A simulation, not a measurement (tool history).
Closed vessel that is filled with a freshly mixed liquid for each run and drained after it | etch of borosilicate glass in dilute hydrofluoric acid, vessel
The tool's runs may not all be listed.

run	hour	temperature setpoint of the liquid (C)	parts of water to one part of 49 % hydrofluoric acid (parts by volume)	time in the liquid (s)	thickness taken off the borosilicate glass on a monitor wafer (Å)
1	0.0	24.0	40	85	736.94
2	5.3	26.0	40	85	787.42
3	12.4	22.5	40	85	698.35
4	16.9	23.5	40	85	721.75
5	18.1	24.5	40	85	750.79
6	23.6	23.0	40	85	709.31
7	30.5	24.0	40	85	748.06
8	38.0	24.5	40	85	741.40
9	47.3	25.0	40	85	763.09
10	54.1	25.5	40	85	796.47
11	61.8	26.0	40	85	790.63
12	66.4	26.5	40	85	807.88
13	71.6	27.0	40	85	838.21
14	73.1	27.5	40	85	840.11
15	74.7	28.0	40	85	866.30

Run 16 comes next. What will it give?
16	80.7	28.5	40	85	?

Run 16 gave thickness taken off the borosilicate glass on a monitor wafer (Å) 891.44.
